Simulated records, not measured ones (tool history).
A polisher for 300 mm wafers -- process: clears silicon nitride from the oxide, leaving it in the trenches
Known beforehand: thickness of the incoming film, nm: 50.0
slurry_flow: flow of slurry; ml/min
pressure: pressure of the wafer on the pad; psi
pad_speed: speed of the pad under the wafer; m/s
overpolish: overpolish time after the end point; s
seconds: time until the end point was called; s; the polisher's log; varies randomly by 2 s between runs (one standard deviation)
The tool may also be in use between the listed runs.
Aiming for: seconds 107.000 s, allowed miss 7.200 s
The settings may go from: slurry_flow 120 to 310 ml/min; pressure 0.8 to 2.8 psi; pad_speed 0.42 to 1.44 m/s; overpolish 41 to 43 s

{"run": 1, "day": 0.0, "slurry_flow": 200, "pressure": 1.8, "pad_speed": 0.92, "overpolish": 41, "seconds": 83.996}
{"run": 2, "day": 0.292, "slurry_flow": 200, "pressure": 1.8, "pad_speed": 0.92, "overpolish": 41, "seconds": 87.571}
{"run": 3, "day": 0.462, "slurry_flow": 200, "pressure": 1.7, "pad_speed": 0.92, "overpolish": 41, "seconds": 90.838}
{"run": 4, "day": 0.812, "slurry_flow": 200, "pressure": 1.6, "pad_speed": 0.92, "overpolish": 41, "seconds": 93.52}
{"run": 5, "day": 1.129, "slurry_flow": 200, "pressure": 1.5, "pad_speed": 0.92, "overpolish": 41, "seconds": 96.226}
{"run": 6, "day": 1.179, "slurry_flow": 200, "pressure": 1.5, "pad_speed": 1.08, "overpolish": 41, "seconds": 83.627}
{"day": 1.538, "done": "worn pad replaced by a new one"}
{"run": 7, "day": 1.538, "slurry_flow": 200, "pressure": 1.5, "pad_speed": 1.08, "overpolish": 41, "seconds": 76.351}
{"run": 8, "day": 1.562, "slurry_flow": 200, "pressure": 1.4, "pad_speed": 1.06, "overpolish": 41, "seconds": 81.241}
{"run": 9, "day": 1.75, "slurry_flow": 200, "pressure": 1.3, "pad_speed": 1.02, "overpolish": 41, "seconds": 90.528}

Pick the move, out of 4, that brings all results within their allowed miss; only one does.
{"run": "A", "day": 1.938, "slurry_flow": 265, "pressure": 1.3, "pad_speed": 0.82, "overpolish": 41, "seconds": "?"}
{"run": "B", "day": 1.938, "slurry_flow": 170, "pressure": 1.3, "pad_speed": 0.76, "overpolish": 41, "seconds": "?"}
{"run": "C", "day": 1.938, "slurry_flow": 230, "pressure": 1.1, "pad_speed": 0.74, "overpolish": 41, "seconds": "?"}
{"run": "D", "day": 1.938, "slurry_flow": 230, "pressure": 0.9, "pad_speed": 0.82, "overpolish": 43, "seconds": "?"}

move=A seconds=103.890
move=B seconds=117.170
move=C seconds=129.170
move=D seconds=131.580
A: in spec on every target
B: carries the result that was furthest off beyond its target, to the other side
C: carries the result that was furthest off beyond its target, to the other side
D: carries the result that was furthest off beyond its target, to the other side
A is the move that brings every result within its allowed miss.
